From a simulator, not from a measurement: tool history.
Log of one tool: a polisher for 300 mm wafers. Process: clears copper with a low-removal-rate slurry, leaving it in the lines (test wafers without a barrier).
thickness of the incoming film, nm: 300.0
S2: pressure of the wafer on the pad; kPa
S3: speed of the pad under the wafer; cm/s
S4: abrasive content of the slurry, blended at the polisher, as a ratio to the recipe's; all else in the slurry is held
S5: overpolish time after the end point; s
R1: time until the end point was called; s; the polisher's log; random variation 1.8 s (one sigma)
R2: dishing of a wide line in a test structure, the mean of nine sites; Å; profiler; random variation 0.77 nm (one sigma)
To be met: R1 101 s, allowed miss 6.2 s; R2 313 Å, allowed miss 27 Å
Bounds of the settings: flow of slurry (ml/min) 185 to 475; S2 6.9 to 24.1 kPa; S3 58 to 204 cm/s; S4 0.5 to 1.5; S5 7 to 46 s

Run 1, day 0: flow of slurry (ml/min) 305, S2 15.2 kPa, S3 130 cm/s, S4 1, S5 24 s. Result: R1 105.75 s, R2 402.35 Å.
Run 2, day 0.171: flow of slurry (ml/min) 305, S2 15.2 kPa, S3 130 cm/s, S4 1, S5 30 s. Result: R1 105.89 s, R2 480.43 Å.
Run 3, day 0.362: flow of slurry (ml/min) 305, S2 15.2 kPa, S3 130 cm/s, S4 1.2, S5 30 s. Result: R1 102.52 s, R2 480.07 Å.
Run 4, day 0.488: flow of slurry (ml/min) 305, S2 15.2 kPa, S3 130 cm/s, S4 1.2, S5 39 s. Result: R1 98.599 s, R2 579.84 Å.
Run 5, day 0.792: flow of slurry (ml/min) 305, S2 15.2 kPa, S3 118 cm/s, S4 1.2, S5 39 s. Result: R1 111.67 s, R2 563.69 Å.
Run 6, day 1.146: flow of slurry (ml/min) 305, S2 15.2 kPa, S3 120 cm/s, S4 1.2, S5 34 s. Result: R1 109.21 s, R2 493.2 Å.
Run 7, day 1.454: flow of slurry (ml/min) 305, S2 15.2 kPa, S3 122 cm/s, S4 1.2, S5 30 s. Result: R1 110.35 s, R2 485.4 Å.
At day 1.583: slurry blender recalibrated.
Run 8, day 1.583: flow of slurry (ml/min) 300, S2 15.2 kPa, S3 126 cm/s, S4 1.15, S5 26 s. Result: R1 96.507 s, R2 435.41 Å.
Run 9, day 1.888: flow of slurry (ml/min) 300, S2 14.5 kPa, S3 126 cm/s, S4 1.15, S5 24 s. Result: R1 103.94 s, R2 406.79 Å.
Run 10, day 1.962: flow of slurry (ml/min) 300, S2 14.5 kPa, S3 126 cm/s, S4 1.15, S5 22 s. Result: R1 101.81 s, R2 389.81 Å.
Run 11, day 2.121: flow of slurry (ml/min) 300, S2 14.5 kPa, S3 126 cm/s, S4 1.15, S5 20 s. Result: R1 104.56 s, R2 349.6 Å.

Which of these 4 next moves meets every target?
Run A, day 2.279: flow of slurry (ml/min) 280, S2 14.5 kPa, S3 128 cm/s, S4 1.15, S5 23 s. Result: R1 ?, R2 ?.
Run B, day 2.279: flow of slurry (ml/min) 260, S2 17.2 kPa, S3 102 cm/s, S4 1.25, S5 26 s. Result: R1 ?, R2 ?.
Run C, day 2.279: flow of slurry (ml/min) 300, S2 13.1 kPa, S3 126 cm/s, S4 1.15, S5 19 s. Result: R1 ?, R2 ?.
Run D, day 2.279: flow of slurry (ml/min) 350, S2 14.5 kPa, S3 126 cm/s, S4 1.15, S5 18 s. Result: R1 ?, R2 ?.

move      R1      R2
   A  100.97  388.93
   B  106.36  417.07
   C  111.42  303.22
   D  100.91  316.91
A: further off than the last run
B: further off than the last run
C: brings the result that was furthest off to its target, and leaves another outside
D: meets every target
Answer: D
